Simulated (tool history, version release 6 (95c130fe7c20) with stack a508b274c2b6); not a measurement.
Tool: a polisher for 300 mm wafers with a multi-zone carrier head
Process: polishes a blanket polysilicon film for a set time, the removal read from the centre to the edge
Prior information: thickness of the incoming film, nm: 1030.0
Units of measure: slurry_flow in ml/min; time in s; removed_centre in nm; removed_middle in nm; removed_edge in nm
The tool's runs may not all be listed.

{"run": 1, "day": 0.0, "slurry_flow": 240, "centre_zone": 1, "middle_zone": 1, "edge_zone": 1, "time": 40, "removed_centre": 175.31, "removed_middle": 172.29, "removed_edge": 178.85}
{"run": 2, "day": 0.317, "slurry_flow": 240, "centre_zone": 1, "middle_zone": 1, "edge_zone": 1.06, "time": 40, "removed_centre": 173.22, "removed_middle": 173.93, "removed_edge": 183.22}
{"run": 3, "day": 0.662, "slurry_flow": 245, "centre_zone": 1.01, "middle_zone": 1.03, "edge_zone": 1.08, "time": 42, "removed_centre": 188.18, "removed_middle": 190.97, "removed_edge": 199.2}
{"run": 4, "day": 0.704, "slurry_flow": 245, "centre_zone": 1.07, "middle_zone": 1.03, "edge_zone": 1.08, "time": 42, "removed_centre": 197.01, "removed_middle": 187.1, "removed_edge": 196.29}
{"run": 5, "day": 0.9, "slurry_flow": 245, "centre_zone": 1.14, "middle_zone": 1.03, "edge_zone": 1.08, "time": 42, "removed_centre": 207.07, "removed_middle": 192.23, "removed_edge": 198.07}
{"run": 6, "day": 0.958, "slurry_flow": 250, "centre_zone": 1.12, "middle_zone": 1.07, "edge_zone": 1.1, "time": 43, "removed_centre": 213.31, "removed_middle": 197.99, "removed_edge": 204.97}
{"run": 7, "day": 1.321, "slurry_flow": 250, "centre_zone": 1.12, "middle_zone": 1.07, "edge_zone": 1.1, "time": 43, "removed_centre": 211.58, "removed_middle": 200.67, "removed_edge": 207.39}

What does the tool deliver on the next run?
{"run": 8, "day": 1.612, "slurry_flow": 255, "centre_zone": 1.09, "middle_zone": 1.1, "edge_zone": 1.09, "time": 45, "removed_centre": "?", "removed_middle": "?", "removed_edge": "?"}

Run 8 yielded removed_centre 214.2 nm, removed_middle 217.23 nm, removed_edge 209.7 nm.
